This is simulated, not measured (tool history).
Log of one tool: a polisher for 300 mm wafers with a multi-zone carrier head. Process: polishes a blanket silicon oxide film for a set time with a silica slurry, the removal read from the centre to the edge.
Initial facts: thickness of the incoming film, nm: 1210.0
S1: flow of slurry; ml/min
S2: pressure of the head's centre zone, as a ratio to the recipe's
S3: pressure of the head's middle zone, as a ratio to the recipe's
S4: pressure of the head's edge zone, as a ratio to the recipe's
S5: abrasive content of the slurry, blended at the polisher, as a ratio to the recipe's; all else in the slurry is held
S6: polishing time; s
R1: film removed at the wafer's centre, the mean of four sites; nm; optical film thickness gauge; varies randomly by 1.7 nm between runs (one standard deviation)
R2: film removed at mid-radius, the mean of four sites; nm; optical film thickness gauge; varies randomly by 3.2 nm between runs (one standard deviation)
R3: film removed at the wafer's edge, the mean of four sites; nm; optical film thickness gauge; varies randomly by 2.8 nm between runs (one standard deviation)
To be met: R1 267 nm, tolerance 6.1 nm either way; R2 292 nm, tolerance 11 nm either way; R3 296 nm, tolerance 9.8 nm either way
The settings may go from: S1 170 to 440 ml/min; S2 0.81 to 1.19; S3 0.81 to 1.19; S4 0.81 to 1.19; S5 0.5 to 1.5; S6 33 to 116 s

{"run": 1, "hour": 0.0, "S1": 280, "S2": 1, "S3": 1, "S4": 1, "S5": 1, "S6": 74, "R1": 209.54, "R2": 209.71, "R3": 213.56}
{"run": 2, "hour": 1.4, "S1": 280, "S2": 1, "S3": 1.01, "S4": 1.02, "S5": 1.05, "S6": 74, "R1": 213.23, "R2": 218.32, "R3": 221.14}
{"run": 3, "hour": 3.5, "S1": 285, "S2": 1.01, "S3": 1.02, "S4": 1.04, "S5": 1.1, "S6": 74, "R1": 218.67, "R2": 226.41, "R3": 223.1}
{"run": 4, "hour": 7.6, "S1": 285, "S2": 1.01, "S3": 1.02, "S4": 1.04, "S5": 1.1, "S6": 64, "R1": 188.82, "R2": 193.72, "R3": 196.45}
{"run": 5, "hour": 15.2, "S1": 280, "S2": 1.01, "S3": 1.02, "S4": 1.06, "S5": 1.15, "S6": 66, "R1": 197.71, "R2": 202.74, "R3": 200.28}
{"run": 6, "hour": 18.7, "S1": 280, "S2": 1.01, "S3": 1.02, "S4": 1.06, "S5": 1.35, "S6": 66, "R1": 206.29, "R2": 212.53, "R3": 213.4}
{"run": 7, "hour": 23.7, "S1": 285, "S2": 1, "S3": 1.02, "S4": 1.07, "S5": 1.35, "S6": 69, "R1": 216.78, "R2": 217.37, "R3": 219.57}
{"run": 8, "hour": 28.1, "S1": 270, "S2": 0.98, "S3": 1.02, "S4": 1.07, "S5": 1.35, "S6": 72, "R1": 218.73, "R2": 225.42, "R3": 231.72}
{"run": 9, "hour": 32.3, "S1": 260, "S2": 0.98, "S3": 1.03, "S4": 1.07, "S5": 1.35, "S6": 74, "R1": 223.02, "R2": 234.6, "R3": 237.8}
{"run": 10, "hour": 36.0, "S1": 250, "S2": 0.98, "S3": 1.03, "S4": 1.07, "S5": 1.35, "S6": 76, "R1": 228.22, "R2": 239.83, "R3": 242.36}
{"run": 11, "hour": 44.7, "S1": 255, "S2": 0.97, "S3": 1.03, "S4": 1.08, "S5": 1.35, "S6": 77, "R1": 232.3, "R2": 246.79, "R3": 245.87}
{"run": 12, "hour": 49.5, "S1": 255, "S2": 0.96, "S3": 1.03, "S4": 1.08, "S5": 1.35, "S6": 79, "R1": 234.96, "R2": 250.8, "R3": 246.64}
{"run": 13, "hour": 54.7, "S1": 245, "S2": 0.96, "S3": 1.03, "S4": 1.07, "S5": 1.35, "S6": 81, "R1": 240.61, "R2": 254.97, "R3": 257.53}
{"hour": 62.2, "done": "edge zone pressure recalibrated"}
{"run": 14, "hour": 62.2, "S1": 235, "S2": 0.96, "S3": 1.03, "S4": 1.07, "S5": 1.35, "S6": 82, "R1": 240.87, "R2": 261.22, "R3": 267.22}
{"run": 15, "hour": 69.9, "S1": 225, "S2": 0.97, "S3": 1.04, "S4": 1.07, "S5": 1.35, "S6": 82, "R1": 240.21, "R2": 255.66, "R3": 263.63}
{"run": 16, "hour": 75.2, "S1": 220, "S2": 0.97, "S3": 1.05, "S4": 1.07, "S5": 1.35, "S6": 83, "R1": 243.51, "R2": 264.94, "R3": 266.56}
{"run": 17, "hour": 77.8, "S1": 215, "S2": 0.97, "S3": 1.05, "S4": 1.07, "S5": 1.35, "S6": 84, "R1": 243.21, "R2": 259.2, "R3": 270.05}
{"run": 18, "hour": 85.7, "S1": 215, "S2": 0.97, "S3": 1.05, "S4": 1.07, "S5": 1.35, "S6": 85, "R1": 246.05, "R2": 267.2, "R3": 268.42}
{"run": 19, "hour": 91.2, "S1": 220, "S2": 0.96, "S3": 1.05, "S4": 1.07, "S5": 1.35, "S6": 85, "R1": 246.96, "R2": 263.93, "R3": 280.14}
{"run": 20, "hour": 93.9, "S1": 230, "S2": 0.96, "S3": 1.06, "S4": 1.08, "S5": 1.35, "S6": 85, "R1": 254.15, "R2": 269.52, "R3": 274.77}

5 candidate next runs follow, results not yet known. Just one meets every target within its allowed miss. Identify it.
{"run": "A", "hour": 96.6, "S1": 245, "S2": 1.04, "S3": 0.97, "S4": 1.1, "S5": 1.3, "S6": 91, "R1": "?", "R2": "?", "R3": "?"}
{"run": "B", "hour": 96.6, "S1": 170, "S2": 0.85, "S3": 0.9, "S4": 0.96, "S5": 1.35, "S6": 104, "R1": "?", "R2": "?", "R3": "?"}
{"run": "C", "hour": 96.6, "S1": 180, "S2": 0.82, "S3": 1.07, "S4": 1.04, "S5": 1.5, "S6": 90, "R1": "?", "R2": "?", "R3": "?"}
{"run": "D", "hour": 96.6, "S1": 185, "S2": 1.02, "S3": 0.91, "S4": 1.12, "S5": 1.45, "S6": 95, "R1": "?", "R2": "?", "R3": "?"}
{"run": "E", "hour": 96.6, "S1": 260, "S2": 0.96, "S3": 1.08, "S4": 1.12, "S5": 1.45, "S6": 87, "R1": "?", "R2": "?", "R3": "?"}

move=A R1=276.75 R2=265.54 R3=298.57
move=B R1=263.92 R2=271.03 R3=311.97
move=C R1=233.84 R2=282.8 R3=288.98
move=D R1=279.82 R2=259.15 R3=313.52
move=E R1=262.2 R2=289.11 R3=298
A: meets the target for the result that was furthest off, but another lies outside its allowed miss
B: takes the result that was furthest off past its target
C: meets the target for the result that was furthest off, but another lies outside its allowed miss
D: takes the result that was furthest off past its target
E: all results in spec
E meets every target.
